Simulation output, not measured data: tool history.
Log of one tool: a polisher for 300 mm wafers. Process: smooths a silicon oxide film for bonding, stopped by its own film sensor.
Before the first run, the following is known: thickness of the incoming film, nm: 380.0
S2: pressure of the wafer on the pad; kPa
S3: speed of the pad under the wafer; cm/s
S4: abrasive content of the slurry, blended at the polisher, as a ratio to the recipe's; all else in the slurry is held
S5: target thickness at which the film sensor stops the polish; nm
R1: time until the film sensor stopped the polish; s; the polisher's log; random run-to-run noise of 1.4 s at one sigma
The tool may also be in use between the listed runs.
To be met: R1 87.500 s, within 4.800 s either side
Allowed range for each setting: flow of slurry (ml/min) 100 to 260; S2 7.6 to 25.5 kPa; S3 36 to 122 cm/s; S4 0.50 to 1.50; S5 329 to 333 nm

Run 1, hour 0.0: flow of slurry (ml/min) 165, S2 16.5 kPa, S3 78 cm/s, S4 1.00, S5 329 nm. Result: R1 59.635 s.
Run 2, hour 5.6: flow of slurry (ml/min) 165, S2 16.5 kPa, S3 78 cm/s, S4 1.00, S5 329 nm. Result: R1 60.678 s.
Run 3, hour 11.7: flow of slurry (ml/min) 165, S2 15.9 kPa, S3 78 cm/s, S4 1.00, S5 329 nm. Result: R1 60.358 s.
Run 4, hour 13.6: flow of slurry (ml/min) 165, S2 15.9 kPa, S3 78 cm/s, S4 1.00, S5 333 nm. Result: R1 55.499 s.
Run 5, hour 15.7: flow of slurry (ml/min) 165, S2 15.9 kPa, S3 78 cm/s, S4 0.80, S5 333 nm. Result: R1 65.042 s.
Run 6, hour 17.9: flow of slurry (ml/min) 165, S2 15.2 kPa, S3 78 cm/s, S4 0.80, S5 333 nm. Result: R1 67.954 s.
Run 7, hour 25.1: flow of slurry (ml/min) 165, S2 14.5 kPa, S3 78 cm/s, S4 0.80, S5 333 nm. Result: R1 70.808 s.
Run 8, hour 28.3: flow of slurry (ml/min) 165, S2 13.8 kPa, S3 78 cm/s, S4 0.80, S5 333 nm. Result: R1 74.070 s.
Run 9, hour 34.4: flow of slurry (ml/min) 165, S2 13.1 kPa, S3 78 cm/s, S4 0.80, S5 333 nm. Result: R1 78.077 s.
Run 10, hour 43.1: flow of slurry (ml/min) 165, S2 12.4 kPa, S3 78 cm/s, S4 0.80, S5 333 nm. Result: R1 81.107 s.

Which of these 5 next moves meets every target?
Run A, hour 51.8: flow of slurry (ml/min) 175, S2 14.5 kPa, S3 68 cm/s, S4 0.80, S5 330 nm. Result: R1 ?.
Run B, hour 51.8: flow of slurry (ml/min) 160, S2 11.0 kPa, S3 78 cm/s, S4 0.80, S5 330 nm. Result: R1 ?.
Run C, hour 51.8: flow of slurry (ml/min) 145, S2 10.3 kPa, S3 80 cm/s, S4 1.05, S5 332 nm. Result: R1 ?.
Run D, hour 51.8: flow of slurry (ml/min) 180, S2 9.0 kPa, S3 104 cm/s, S4 0.85, S5 329 nm. Result: R1 ?.
Run E, hour 51.8: flow of slurry (ml/min) 205, S2 10.3 kPa, S3 86 cm/s, S4 0.80, S5 329 nm. Result: R1 ?.

move      R1
   A  78.513
   B  95.044
   C  84.234
   D  93.636
   E  93.898
A: its largest miss is bigger than the last run's
B: takes the biggest miss from the last run beyond its target
C: each result inside its tolerance
D: takes the biggest miss from the last run beyond its target
E: takes the biggest miss from the last run beyond its target
Answer: C
